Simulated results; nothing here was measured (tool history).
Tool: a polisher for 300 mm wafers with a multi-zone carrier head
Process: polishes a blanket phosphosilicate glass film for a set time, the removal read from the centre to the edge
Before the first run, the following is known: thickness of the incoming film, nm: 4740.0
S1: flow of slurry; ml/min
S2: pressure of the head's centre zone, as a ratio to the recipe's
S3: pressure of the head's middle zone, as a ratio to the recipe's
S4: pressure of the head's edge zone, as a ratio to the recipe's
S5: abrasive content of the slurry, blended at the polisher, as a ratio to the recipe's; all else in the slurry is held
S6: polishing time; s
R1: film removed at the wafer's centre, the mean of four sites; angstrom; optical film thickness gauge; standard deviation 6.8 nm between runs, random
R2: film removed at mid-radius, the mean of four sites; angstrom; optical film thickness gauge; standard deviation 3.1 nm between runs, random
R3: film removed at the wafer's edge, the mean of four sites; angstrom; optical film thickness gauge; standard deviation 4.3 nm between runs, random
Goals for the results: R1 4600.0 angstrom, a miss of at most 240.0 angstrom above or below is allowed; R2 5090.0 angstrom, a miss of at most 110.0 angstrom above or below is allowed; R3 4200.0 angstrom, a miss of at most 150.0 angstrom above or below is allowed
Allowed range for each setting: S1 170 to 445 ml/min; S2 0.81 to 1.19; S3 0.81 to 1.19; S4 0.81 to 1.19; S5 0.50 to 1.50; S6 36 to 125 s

run	hour	S1	S2	S3	S4	S5	S6	R1	R2	R3
1	0.0	285	1.00	1.00	1.00	1.00	80	4345.8	4440.3	4331.9
2	6.8	290	1.00	1.02	0.99	1.00	80	4230.8	4593.2	4313.3
3	15.5	290	1.00	1.02	0.94	1.00	80	4314.4	4573.4	4187.4
4	18.4	290	1.06	1.02	0.94	1.00	80	4495.8	4571.2	4163.4
5	19.5	290	1.06	0.98	0.94	1.00	80	4491.7	4431.8	4171.2
6	22.2	290	1.06	0.98	0.89	1.00	80	4592.3	4377.0	4176.8
7	29.2	295	1.06	0.99	0.89	1.00	80	4618.4	4481.7	4103.7
8	32.6	305	1.06	1.00	0.89	1.00	80	4540.4	4530.8	4036.0
9	36.2	310	1.06	1.01	0.90	1.00	80	4582.3	4574.4	4093.4
10	43.0	315	1.06	1.02	0.91	1.00	80	4599.1	4619.6	4133.9
11	48.0	320	1.06	1.03	0.91	1.00	80	4616.4	4627.1	4176.1
12	55.6	320	1.06	1.03	0.91	1.00	80	4643.0	4666.7	4205.7
13	61.3	325	1.06	1.04	0.91	1.00	80	4682.7	4713.3	4261.0
14	62.6	325	1.06	1.05	0.90	1.00	80	4593.3	4709.3	4176.7
15	68.4	330	1.06	1.06	0.90	1.00	80	4652.7	4784.1	4233.5

Next run, 4 choices. One meets every target within its allowed miss, the rest don't. Which?
A	74.2	345	1.06	1.03	0.96	1.10	77	?	?	?
B	74.2	325	0.96	1.01	0.90	1.05	84	?	?	?
C	74.2	350	1.10	1.00	0.86	1.05	80	?	?	?
D	74.2	310	1.06	1.14	0.93	0.95	82	?	?	?

move	R1	R2	R3
A	4664.4	4715.6	4229.1
B	4520.4	4938.8	4392.8
C	4928.9	4693.3	4132.3
D	4620.9	5096.3	4141.2
A: the biggest miss grows against the last run
B: closes in on the targets versus the last run, not all within tolerance yet
C: the biggest miss grows against the last run
D: hits every target within its allowed miss
The move that meets every target is D.
